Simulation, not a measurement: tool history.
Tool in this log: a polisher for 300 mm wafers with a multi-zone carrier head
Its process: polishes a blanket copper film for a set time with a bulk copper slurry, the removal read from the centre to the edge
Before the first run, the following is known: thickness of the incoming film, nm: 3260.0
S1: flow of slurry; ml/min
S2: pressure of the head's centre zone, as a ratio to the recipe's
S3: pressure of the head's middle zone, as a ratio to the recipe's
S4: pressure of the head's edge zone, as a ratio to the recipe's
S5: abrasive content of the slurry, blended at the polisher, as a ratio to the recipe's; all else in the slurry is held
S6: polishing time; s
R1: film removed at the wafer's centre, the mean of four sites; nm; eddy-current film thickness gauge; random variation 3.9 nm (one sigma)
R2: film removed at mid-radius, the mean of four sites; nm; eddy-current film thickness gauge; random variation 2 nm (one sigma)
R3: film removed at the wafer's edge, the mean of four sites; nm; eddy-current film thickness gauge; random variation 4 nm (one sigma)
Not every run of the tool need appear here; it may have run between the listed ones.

run  hour   S1    S2    S3    S4    S5  S6      R1      R2      R3
  1     0  160     1     1     1     1  68  510.66  506.15  506.52
  2   1.5  150  1.01  0.96  0.97   0.9  66  474.63  456.79  460.93
  3  10.3  140  1.02  0.93  0.96   0.8  65  460.33  423.53  438.38
  4  11.9  140  1.02  0.93  0.96   0.8  55   378.5   355.7   367.8
  5  16.5  135  1.04  0.92  0.96   0.8  55  380.22   353.6  366.88
  6  17.2  135  1.04  0.92  0.96   0.9  55  390.55  369.78  379.17
  7  25.1  100  1.11  0.82  0.93  0.85  55  394.91  315.15  358.17
  8  33.6  105  1.11  0.83  0.93  0.85  55  397.89   321.8  367.46

Run 9, settings as shown, results not yet in. Your forecast:
  9  38.5  105  1.11  0.83  0.92  0.85  55   ?   ?   ?

Run 9 came out at R1 393.62 nm, R2 319.09 nm, R3 360.45 nm.

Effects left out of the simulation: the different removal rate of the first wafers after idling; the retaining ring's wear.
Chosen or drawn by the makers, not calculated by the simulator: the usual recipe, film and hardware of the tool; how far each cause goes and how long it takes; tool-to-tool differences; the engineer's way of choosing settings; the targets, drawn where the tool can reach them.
